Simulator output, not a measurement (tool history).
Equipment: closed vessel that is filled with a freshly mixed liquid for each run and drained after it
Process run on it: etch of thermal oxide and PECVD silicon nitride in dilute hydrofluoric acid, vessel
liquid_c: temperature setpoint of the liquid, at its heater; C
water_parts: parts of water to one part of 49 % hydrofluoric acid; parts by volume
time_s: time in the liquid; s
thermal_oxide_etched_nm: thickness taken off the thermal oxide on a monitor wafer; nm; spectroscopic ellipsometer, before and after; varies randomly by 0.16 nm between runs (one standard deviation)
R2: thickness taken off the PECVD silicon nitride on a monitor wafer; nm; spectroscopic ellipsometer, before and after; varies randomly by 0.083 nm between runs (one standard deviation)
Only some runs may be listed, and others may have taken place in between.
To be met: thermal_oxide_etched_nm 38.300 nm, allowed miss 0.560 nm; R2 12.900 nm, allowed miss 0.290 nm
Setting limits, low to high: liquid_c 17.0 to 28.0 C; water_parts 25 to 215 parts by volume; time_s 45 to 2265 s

run 1 hour=0.0 | liquid_c=20.0 water_parts=120 time_s=1155 | thermal_oxide_etched_nm=43.950 R2=14.588
run 2 hour=6.8 | liquid_c=20.0 water_parts=125 time_s=1165 | thermal_oxide_etched_nm=42.588 R2=14.251
run 3 hour=9.1 | liquid_c=20.0 water_parts=130 time_s=1170 | thermal_oxide_etched_nm=40.588 R2=13.802
run 4 hour=11.5 | liquid_c=20.0 water_parts=115 time_s=1170 | thermal_oxide_etched_nm=47.193 R2=15.431
run 5 hour=16.3 | liquid_c=20.0 water_parts=100 time_s=1170 | thermal_oxide_etched_nm=54.943 R2=17.573
run 6 hour=22.2 | liquid_c=20.0 water_parts=100 time_s=680 | thermal_oxide_etched_nm=31.871 R2=10.367
run 7 hour=25.2 | liquid_c=20.5 water_parts=95 time_s=675 | thermal_oxide_etched_nm=34.107 R2=11.252
run 8 hour=27.3 | liquid_c=21.0 water_parts=95 time_s=670 | thermal_oxide_etched_nm=34.726 R2=11.457

Pick the move, out of 5, that brings all results within their allowed miss; only one does.
run A hour=29.4 | liquid_c=26.5 water_parts=145 time_s=805 | thermal_oxide_etched_nm=? R2=?
run B hour=29.4 | liquid_c=26.5 water_parts=155 time_s=810 | thermal_oxide_etched_nm=? R2=?
run C hour=29.4 | liquid_c=21.5 water_parts=95 time_s=725 | thermal_oxide_etched_nm=? R2=?
run D hour=29.4 | liquid_c=24.5 water_parts=110 time_s=715 | thermal_oxide_etched_nm=? R2=?
run E hour=29.4 | liquid_c=22.5 water_parts=90 time_s=515 | thermal_oxide_etched_nm=? R2=?

move=A thermal_oxide_etched_nm=31.607 R2=13.108
move=B thermal_oxide_etched_nm=29.393 R2=12.339
move=C thermal_oxide_etched_nm=37.938 R2=12.932
move=D thermal_oxide_etched_nm=35.775 R2=13.472
move=E thermal_oxide_etched_nm=29.799 R2=10.360
A: the biggest miss grows against the last run
B: the biggest miss grows against the last run
C: every result lands within tolerance
D: nearer the targets than the last run, but a result is still out of spec
E: the biggest miss grows against the last run
Move C is the one to make.
